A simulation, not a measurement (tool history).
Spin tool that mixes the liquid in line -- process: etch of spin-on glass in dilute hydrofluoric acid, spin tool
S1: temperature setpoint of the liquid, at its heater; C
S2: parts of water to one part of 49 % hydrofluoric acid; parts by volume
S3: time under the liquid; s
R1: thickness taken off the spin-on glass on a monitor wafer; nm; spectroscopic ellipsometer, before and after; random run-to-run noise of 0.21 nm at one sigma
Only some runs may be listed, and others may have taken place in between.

{"run": 1, "hour": 0.0, "S1": 21, "S2": 75, "S3": 85, "R1": 32.366}
{"run": 2, "hour": 1.4, "S1": 21, "S2": 75, "S3": 85, "R1": 33.029}
{"run": 3, "hour": 5.4, "S1": 24, "S2": 75, "S3": 85, "R1": 37.299}
{"run": 4, "hour": 7.0, "S1": 24, "S2": 75, "S3": 90, "R1": 39.301}
{"run": 5, "hour": 15.8, "S1": 23, "S2": 80, "S3": 90, "R1": 35.406}
{"run": 6, "hour": 18.3, "S1": 23, "S2": 80, "S3": 85, "R1": 32.934}
{"run": 7, "hour": 19.5, "S1": 22.5, "S2": 80, "S3": 85, "R1": 32.758}
{"run": 8, "hour": 23.6, "S1": 22, "S2": 80, "S3": 85, "R1": 32.391}
{"run": 9, "hour": 31.2, "S1": 21.5, "S2": 80, "S3": 85, "R1": 31.644}
{"run": 10, "hour": 34.2, "S1": 21, "S2": 80, "S3": 85, "R1": 30.337}
{"run": 11, "hour": 42.8, "S1": 20.5, "S2": 80, "S3": 85, "R1": 30.435}

Expected results for the next run?
{"run": 12, "hour": 45.0, "S1": 20, "S2": 80, "S3": 85, "R1": "?"}

Run 12 produced R1 29.678 nm.
